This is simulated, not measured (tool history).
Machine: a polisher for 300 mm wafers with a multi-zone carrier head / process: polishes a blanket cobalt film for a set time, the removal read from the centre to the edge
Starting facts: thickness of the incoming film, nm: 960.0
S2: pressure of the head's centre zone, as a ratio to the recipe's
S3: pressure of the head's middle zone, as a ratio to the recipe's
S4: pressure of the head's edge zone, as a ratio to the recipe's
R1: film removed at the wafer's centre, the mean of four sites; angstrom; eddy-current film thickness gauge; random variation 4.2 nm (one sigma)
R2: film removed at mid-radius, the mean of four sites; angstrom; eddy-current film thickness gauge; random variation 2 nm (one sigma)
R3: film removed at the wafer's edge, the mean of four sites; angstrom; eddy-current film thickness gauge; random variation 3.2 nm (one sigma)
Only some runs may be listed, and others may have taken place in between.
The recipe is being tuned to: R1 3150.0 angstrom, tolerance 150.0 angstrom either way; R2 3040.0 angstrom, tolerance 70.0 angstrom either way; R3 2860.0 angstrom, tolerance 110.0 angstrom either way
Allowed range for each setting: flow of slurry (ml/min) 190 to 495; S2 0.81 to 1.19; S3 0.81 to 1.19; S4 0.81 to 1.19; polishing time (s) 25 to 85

{"run": 1, "day": 0.0, "flow of slurry (ml/min)": 320, "S2": 1.0, "S3": 1.0, "S4": 1.0, "polishing time (s)": 55, "R1": 3948.2, "R2": 3881.0, "R3": 3797.8}
{"run": 2, "day": 0.042, "flow of slurry (ml/min)": 320, "S2": 1.0, "S3": 0.99, "S4": 0.97, "polishing time (s)": 53, "R1": 3859.3, "R2": 3652.2, "R3": 3513.8}
{"run": 3, "day": 0.308, "flow of slurry (ml/min)": 315, "S2": 0.97, "S3": 0.97, "S4": 0.95, "polishing time (s)": 52, "R1": 3665.9, "R2": 3586.6, "R3": 3391.1}
{"run": 4, "day": 0.446, "flow of slurry (ml/min)": 315, "S2": 0.97, "S3": 0.97, "S4": 0.95, "polishing time (s)": 43, "R1": 3124.1, "R2": 2944.4, "R3": 2864.0}
{"run": 5, "day": 0.592, "flow of slurry (ml/min)": 320, "S2": 0.97, "S3": 0.98, "S4": 0.95, "polishing time (s)": 43, "R1": 3100.4, "R2": 2951.6, "R3": 2842.5}
{"run": 6, "day": 0.621, "flow of slurry (ml/min)": 320, "S2": 0.97, "S3": 0.95, "S4": 0.95, "polishing time (s)": 43, "R1": 3066.0, "R2": 2908.6, "R3": 2896.1}
{"day": 0.696, "done": "centre zone pressure recalibrated"}
{"run": 7, "day": 0.696, "flow of slurry (ml/min)": 320, "S2": 0.97, "S3": 0.96, "S4": 0.95, "polishing time (s)": 43, "R1": 2893.0, "R2": 2962.4, "R3": 2872.7}
{"run": 8, "day": 0.854, "flow of slurry (ml/min)": 320, "S2": 0.98, "S3": 0.97, "S4": 0.95, "polishing time (s)": 43, "R1": 2968.4, "R2": 2959.1, "R3": 2858.9}
{"run": 9, "day": 1.083, "flow of slurry (ml/min)": 305, "S2": 0.98, "S3": 0.97, "S4": 0.95, "polishing time (s)": 43, "R1": 2911.1, "R2": 2901.7, "R3": 2881.0}
{"run": 10, "day": 1.454, "flow of slurry (ml/min)": 310, "S2": 0.98, "S3": 0.97, "S4": 0.95, "polishing time (s)": 43, "R1": 2893.1, "R2": 2907.1, "R3": 2827.6}
{"run": 11, "day": 1.512, "flow of slurry (ml/min)": 315, "S2": 0.98, "S3": 0.97, "S4": 0.95, "polishing time (s)": 43, "R1": 2920.2, "R2": 2929.1, "R3": 2837.4}

Exactly one of the 4 candidate moves below puts every result within its allowed miss. Which one?
{"run": "A", "day": 1.571, "flow of slurry (ml/min)": 345, "S2": 0.91, "S3": 0.95, "S4": 0.91, "polishing time (s)": 44, "R1": "?", "R2": "?", "R3": "?"}
{"run": "B", "day": 1.571, "flow of slurry (ml/min)": 385, "S2": 0.97, "S3": 0.89, "S4": 0.81, "polishing time (s)": 46, "R1": "?", "R2": "?", "R3": "?"}
{"run": "C", "day": 1.571, "flow of slurry (ml/min)": 380, "S2": 0.91, "S3": 0.96, "S4": 0.89, "polishing time (s)": 43, "R1": "?", "R2": "?", "R3": "?"}
{"run": "D", "day": 1.571, "flow of slurry (ml/min)": 290, "S2": 1.0, "S3": 1.1, "S4": 0.99, "polishing time (s)": 42, "R1": "?", "R2": "?", "R3": "?"}

move=A R1=2885.4 R2=3011.3 R3=2891.8
move=B R1=3207.1 R2=3066.7 R3=2890.0
move=C R1=2843.8 R2=2982.2 R3=2813.7
move=D R1=2926.4 R2=3069.9 R3=2834.6
A: the worst result of the last run now meets its target, but another is out of spec
B: every result lands within tolerance
C: the worst result of the last run now meets its target, but another is out of spec
D: the worst result of the last run now meets its target, but another is out of spec
The move that meets every target is B.
